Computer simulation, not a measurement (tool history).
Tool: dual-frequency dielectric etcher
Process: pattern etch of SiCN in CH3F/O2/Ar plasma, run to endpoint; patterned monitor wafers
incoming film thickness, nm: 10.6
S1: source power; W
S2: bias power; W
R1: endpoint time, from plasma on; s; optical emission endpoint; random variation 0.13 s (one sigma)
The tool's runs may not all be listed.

run    day   S1  S2      R1
  1      0  440  58  33.753
  2  0.162  440  62  33.116
  3  0.258  440  58   33.55
  4  0.383  460  59  33.104
  5  0.425  460  54  33.513
     0.483  -- source power generator calibrated
  6  0.483  460  45  34.312
  7  0.829  480  47  33.108

The next listed run, before its measurement:
  8  1.154  490  47   ?

Run 8 gave R1 33.037 s.
